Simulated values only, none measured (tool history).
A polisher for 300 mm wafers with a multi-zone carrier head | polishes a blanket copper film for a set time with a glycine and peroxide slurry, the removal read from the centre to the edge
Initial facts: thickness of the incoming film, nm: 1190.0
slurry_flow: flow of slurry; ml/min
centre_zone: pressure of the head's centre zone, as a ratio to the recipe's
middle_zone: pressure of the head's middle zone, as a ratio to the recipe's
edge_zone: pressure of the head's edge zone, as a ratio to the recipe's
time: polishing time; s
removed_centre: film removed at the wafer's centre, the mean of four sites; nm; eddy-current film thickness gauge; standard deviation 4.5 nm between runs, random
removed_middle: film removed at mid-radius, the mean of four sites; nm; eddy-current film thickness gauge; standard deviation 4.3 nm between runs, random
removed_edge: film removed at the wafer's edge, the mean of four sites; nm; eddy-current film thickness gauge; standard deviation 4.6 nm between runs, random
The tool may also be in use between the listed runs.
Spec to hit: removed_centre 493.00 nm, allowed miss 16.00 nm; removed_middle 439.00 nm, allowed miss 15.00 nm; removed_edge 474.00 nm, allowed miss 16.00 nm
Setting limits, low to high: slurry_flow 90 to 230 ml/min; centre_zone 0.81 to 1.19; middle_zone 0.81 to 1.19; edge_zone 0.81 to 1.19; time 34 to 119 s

| run | day | slurry_flow | centre_zone | middle_zone | edge_zone | time | removed_centre | removed_middle | removed_edge |
|---|---|---|---|---|---|---|---|---|---|
| 1 | 0.000 | 150 | 1.00 | 1.00 | 1.00 | 76 | 385.10 | 387.30 | 380.85 |
| 2 | 0.229 | 155 | 1.01 | 1.00 | 1.02 | 77 | 397.86 | 396.02 | 388.78 |
| 3 | 0.550 | 155 | 1.01 | 1.00 | 1.02 | 94 | 478.19 | 485.50 | 481.39 |
| 4 | 0.696 | 155 | 1.02 | 0.99 | 1.02 | 94 | 481.58 | 476.78 | 474.03 |
| 5 | 1.017 | 155 | 0.94 | 0.99 | 1.02 | 94 | 453.68 | 473.10 | 476.83 |
| 6 | 1.054 | 155 | 0.95 | 0.98 | 1.02 | 94 | 458.40 | 475.91 | 474.31 |
| 7 | 1.188 | 155 | 0.96 | 0.97 | 1.02 | 94 | 460.05 | 476.25 | 487.39 |
| 8 | 1.517 | 155 | 0.98 | 0.96 | 1.02 | 93 | 466.21 | 458.51 | 468.23 |
| 9 | 1.812 | 155 | 0.99 | 0.95 | 1.03 | 93 | 467.17 | 462.23 | 474.34 |
| 10 | 2.054 | 155 | 1.00 | 0.94 | 1.03 | 93 | 468.87 | 459.77 | 471.60 |
| 11 | 2.367 | 155 | 1.01 | 0.93 | 1.03 | 93 | 473.18 | 454.04 | 474.97 |

5 next moves are on the table. One of them brings every result within its allowed miss. Which?
| A | 2.679 | 165 | 1.00 | 1.01 | 1.11 | 89 | ? | ? | ? |
| B | 2.679 | 135 | 0.98 | 0.91 | 1.03 | 95 | ? | ? | ? |
| C | 2.679 | 150 | 0.88 | 0.91 | 1.01 | 95 | ? | ? | ? |
| D | 2.679 | 160 | 1.05 | 1.01 | 0.99 | 92 | ? | ? | ? |
| E | 2.679 | 185 | 1.07 | 0.92 | 1.06 | 90 | ? | ? | ? |

| move | removed_centre | removed_middle | removed_edge |
|---|---|---|---|
| A | 447.23 | 463.52 | 471.80 |
| B | 454.19 | 440.43 | 475.76 |
| C | 424.38 | 447.58 | 476.53 |
| D | 478.65 | 477.08 | 459.46 |
| E | 485.76 | 440.00 | 471.95 |
A: its largest miss is bigger than the last run's
B: its largest miss is bigger than the last run's
C: its largest miss is bigger than the last run's
D: brings the result that was furthest off to its target, and leaves another outside
E: meets every target
The right move is E.
